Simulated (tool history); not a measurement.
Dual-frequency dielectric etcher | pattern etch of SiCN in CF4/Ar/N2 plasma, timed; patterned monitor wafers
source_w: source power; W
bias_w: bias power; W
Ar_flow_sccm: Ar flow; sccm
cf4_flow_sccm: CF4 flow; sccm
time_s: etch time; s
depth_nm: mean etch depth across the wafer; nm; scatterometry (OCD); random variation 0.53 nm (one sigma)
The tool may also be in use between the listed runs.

{"run": 1, "hour": 0.0, "source_w": 490, "bias_w": 93, "Ar_flow_sccm": 97, "cf4_flow_sccm": 82, "time_s": 129.5, "depth_nm": 132.6}
{"run": 2, "hour": 8.7, "source_w": 530, "bias_w": 93, "Ar_flow_sccm": 97, "cf4_flow_sccm": 82, "time_s": 129.5, "depth_nm": 144.13}
{"run": 3, "hour": 15.8, "source_w": 480, "bias_w": 92, "Ar_flow_sccm": 97, "cf4_flow_sccm": 82, "time_s": 129.5, "depth_nm": 130.78}
{"run": 4, "hour": 22.6, "source_w": 450, "bias_w": 92, "Ar_flow_sccm": 97, "cf4_flow_sccm": 82, "time_s": 129.5, "depth_nm": 123.26}
{"run": 5, "hour": 29.1, "source_w": 450, "bias_w": 92, "Ar_flow_sccm": 97, "cf4_flow_sccm": 82, "time_s": 129.5, "depth_nm": 122.45}
{"run": 6, "hour": 37.3, "source_w": 430, "bias_w": 92, "Ar_flow_sccm": 97, "cf4_flow_sccm": 82, "time_s": 129.5, "depth_nm": 117.21}

Run 7 comes next. What will it give?
{"run": 7, "hour": 38.8, "source_w": 420, "bias_w": 92, "Ar_flow_sccm": 97, "cf4_flow_sccm": 82, "time_s": 129.5, "depth_nm": "?"}

Logged for run 7: depth_nm 115.1 nm.

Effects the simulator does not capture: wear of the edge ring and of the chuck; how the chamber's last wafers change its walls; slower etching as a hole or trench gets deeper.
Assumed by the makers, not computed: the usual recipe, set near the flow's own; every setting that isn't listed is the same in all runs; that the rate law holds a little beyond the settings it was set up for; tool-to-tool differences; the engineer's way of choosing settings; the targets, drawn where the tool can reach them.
